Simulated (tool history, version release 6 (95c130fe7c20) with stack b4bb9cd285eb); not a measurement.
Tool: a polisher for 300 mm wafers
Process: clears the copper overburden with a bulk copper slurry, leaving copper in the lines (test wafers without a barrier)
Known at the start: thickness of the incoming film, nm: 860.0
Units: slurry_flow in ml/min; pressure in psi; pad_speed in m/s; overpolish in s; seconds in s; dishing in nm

| run | day | slurry_flow | pressure | pad_speed | slurry_solids | overpolish | seconds | dishing |
|---|---|---|---|---|---|---|---|---|
| 1 | 0 | 280 | 2.3 | 0.92 | 1 | 11 | 131.2 | 42.727 |
| 2 | 0.275 | 280 | 2.3 | 0.92 | 1 | 8 | 129.98 | 32.333 |
| 3 | 0.392 | 280 | 2.3 | 0.72 | 1 | 8 | 163.65 | 27.652 |
| 4 | 0.746 | 330 | 2.3 | 0.72 | 1 | 8 | 162.32 | 26.921 |
| 5 | 0.817 | 330 | 2.5 | 0.74 | 1 | 9 | 143.33 | 33.825 |
| 6 | 1.188 | 330 | 2.5 | 0.88 | 1 | 9 | 123.93 | 37.621 |

Forecast run 7:
| 7 | 1.225 | 330 | 2.6 | 0.88 | 1 | 10 | ? | ? |

{"run 7": {"seconds": 121.08, "dishing": 42.081}}
